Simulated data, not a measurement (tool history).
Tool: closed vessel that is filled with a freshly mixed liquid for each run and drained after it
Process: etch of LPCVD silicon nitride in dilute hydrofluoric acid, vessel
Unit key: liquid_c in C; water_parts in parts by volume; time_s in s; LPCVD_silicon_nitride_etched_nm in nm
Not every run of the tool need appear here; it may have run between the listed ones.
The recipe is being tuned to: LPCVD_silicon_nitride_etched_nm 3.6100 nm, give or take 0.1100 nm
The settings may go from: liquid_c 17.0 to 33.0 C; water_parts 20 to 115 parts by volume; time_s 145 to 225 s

run  hour  liquid_c  water_parts  time_s  LPCVD_silicon_nitride_etched_nm
  1   0.0      25.0           65     225                           1.6082
  2   7.8      25.0           85     225                           1.2259
  3  13.8      27.0           75     225                           1.5553
  4  22.3      28.5           65     225                           1.9978
  5  26.5      28.5           65     145                           1.2902
  6  31.0      29.5           55     165                           1.8039
  7  37.9      30.5           45     180                           2.5820
  8  45.1      31.0           40     180                           2.9883
  9  50.9      31.5           40     180                           3.0774
 10  52.8      32.0           40     180                           3.2446
 11  54.4      32.5           40     180                           3.3336
 12  55.3      33.0           40     180                           3.4649
 13  62.0      33.0           40     205                           3.9953
 14  66.1      32.5           40     205                           3.7846

Which one of the following 5 next-run settings gets every result inside its allowed miss? There is exactly one.
  A  70.2      27.5           30     225                                ?
  B  70.2      30.5           30     180                                ?
  C  70.2      32.5           35     190                                ?
  D  70.2      33.0           40     210                                ?
  E  70.2      32.5           40     195                                ?

move  LPCVD_silicon_nitride_etched_nm
   A                           4.0071
   B                           3.9047
   C                           4.0325
   D                           4.0340
   E                           3.6287
A: lands further from the targets than the last run did
B: lands further from the targets than the last run did
C: lands further from the targets than the last run did
D: lands further from the targets than the last run did
E: all results in spec
So the answer is move E, the one that meets all the targets.
